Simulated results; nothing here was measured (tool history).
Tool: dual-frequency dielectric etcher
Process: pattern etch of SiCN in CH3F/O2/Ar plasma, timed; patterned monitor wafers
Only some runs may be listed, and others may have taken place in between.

run,hour,source power (kW),bias power (kW),etch time (s),mean etch depth across the wafer (angstrom)
1,0,0.43,0.058,148,495.67
2,7.1,0.39,0.057,148,469.26
3,10,0.46,0.057,148,508.04
4,15.7,0.46,0.057,148,507.26
5,18.2,0.42,0.057,148,484.38
6,26,0.42,0.065,148,500.2
7,29.2,0.38,0.064,148,474.55
8,33,0.36,0.064,148,459.31

What will run 9 give?
9,40.6,0.32,0.064,148,?

mean etch depth across the wafer (angstrom): 432.13

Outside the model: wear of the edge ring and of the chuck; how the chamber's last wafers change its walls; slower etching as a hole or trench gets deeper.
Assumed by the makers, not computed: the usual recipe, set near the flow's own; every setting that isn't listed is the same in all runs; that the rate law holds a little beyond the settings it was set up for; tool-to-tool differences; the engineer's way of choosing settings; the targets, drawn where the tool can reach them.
